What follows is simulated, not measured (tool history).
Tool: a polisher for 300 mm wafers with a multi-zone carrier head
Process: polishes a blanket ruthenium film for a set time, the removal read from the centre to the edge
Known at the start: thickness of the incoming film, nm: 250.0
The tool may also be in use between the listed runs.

run  hour  flow of slurry (ml/min)  pressure of the head's centre zone  pressure of the head's middle zone  pressure of the head's edge zone  polishing time (s)  film removed at the wafer's centre (Å)  film removed at mid-radius (Å)  film removed at the wafer's edge (Å)
  1     0                      165                                   1                                   1                                 1                  66                                  928.35                          947.75                                971.88
  2   3.6                      165                                   1                                   1                                 1                  59                                  851.73                          836.25                                857.78
  3    10                      145                                   1                                   1                                 1                  59                                  819.22                          824.64                                 842.4
  4  11.7                      145                                0.94                                   1                                 1                  59                                  778.04                          817.17                                853.01
  5  13.9                      145                                0.97                                0.96                                 1                  59                                  791.94                          804.29                                852.78
  6  21.3                      145                                0.97                                0.96                                 1                  65                                   879.7                          864.45                                938.38

Estimate the outcome of run 7 from the log above:
  7  24.7                      135                                0.98                                0.93                              0.98                  64                                       ?                               ?                                     ?

Run 7 yielded film removed at the wafer's centre (Å) 865.14, film removed at mid-radius (Å) 830.24, film removed at the wafer's edge (Å) 903.41.
